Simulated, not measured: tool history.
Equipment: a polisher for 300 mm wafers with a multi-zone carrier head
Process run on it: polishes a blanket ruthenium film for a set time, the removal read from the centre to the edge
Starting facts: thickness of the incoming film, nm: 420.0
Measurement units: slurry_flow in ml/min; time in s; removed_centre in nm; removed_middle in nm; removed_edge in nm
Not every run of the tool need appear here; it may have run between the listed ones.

{"run": 1, "hour": 0.0, "slurry_flow": 310, "centre_zone": 1, "middle_zone": 1, "edge_zone": 1, "time": 34, "removed_centre": 65.173, "removed_middle": 65.818, "removed_edge": 67.42}
{"run": 2, "hour": 4.6, "slurry_flow": 305, "centre_zone": 1.01, "middle_zone": 0.95, "edge_zone": 0.96, "time": 32, "removed_centre": 61.033, "removed_middle": 58.587, "removed_edge": 62.034}
{"run": 3, "hour": 9.5, "slurry_flow": 305, "centre_zone": 1.01, "middle_zone": 0.95, "edge_zone": 0.96, "time": 29, "removed_centre": 55.782, "removed_middle": 54.846, "removed_edge": 55.475}
{"run": 4, "hour": 15.3, "slurry_flow": 295, "centre_zone": 1.02, "middle_zone": 0.91, "edge_zone": 0.94, "time": 29, "removed_centre": 56.145, "removed_middle": 51.704, "removed_edge": 55.334}
{"run": 5, "hour": 16.4, "slurry_flow": 295, "centre_zone": 1.02, "middle_zone": 0.91, "edge_zone": 0.9, "time": 29, "removed_centre": 56.514, "removed_middle": 52.011, "removed_edge": 54.482}
{"run": 6, "hour": 18.6, "slurry_flow": 295, "centre_zone": 1.1, "middle_zone": 0.91, "edge_zone": 0.9, "time": 29, "removed_centre": 60.269, "removed_middle": 51.282, "removed_edge": 54.803}
{"run": 7, "hour": 21.2, "slurry_flow": 295, "centre_zone": 1.1, "middle_zone": 0.91, "edge_zone": 0.9, "time": 29, "removed_centre": 59.211, "removed_middle": 51.476, "removed_edge": 55.016}
{"run": 8, "hour": 23.3, "slurry_flow": 295, "centre_zone": 1.1, "middle_zone": 0.91, "edge_zone": 0.9, "time": 29, "removed_centre": 60.95, "removed_middle": 51.709, "removed_edge": 54.112}
{"run": 9, "hour": 27.2, "slurry_flow": 285, "centre_zone": 1.08, "middle_zone": 0.89, "edge_zone": 0.89, "time": 29, "removed_centre": 58.99, "removed_middle": 51.002, "removed_edge": 54.117}
{"run": 10, "hour": 31.0, "slurry_flow": 280, "centre_zone": 1.07, "middle_zone": 0.87, "edge_zone": 0.89, "time": 29, "removed_centre": 58.754, "removed_middle": 49.413, "removed_edge": 54.111}
{"run": 11, "hour": 35.1, "slurry_flow": 275, "centre_zone": 1.06, "middle_zone": 0.86, "edge_zone": 0.88, "time": 29, "removed_centre": 57.745, "removed_middle": 48.615, "removed_edge": 53.394}

Run 12 has not been measured yet. What should we expect?
{"run": 12, "hour": 38.9, "slurry_flow": 265, "centre_zone": 1.05, "middle_zone": 0.85, "edge_zone": 0.87, "time": 29, "removed_centre": "?", "removed_middle": "?", "removed_edge": "?"}

removed_centre: 56.332 nm
removed_middle: 48.459 nm
removed_edge: 53.232 nm
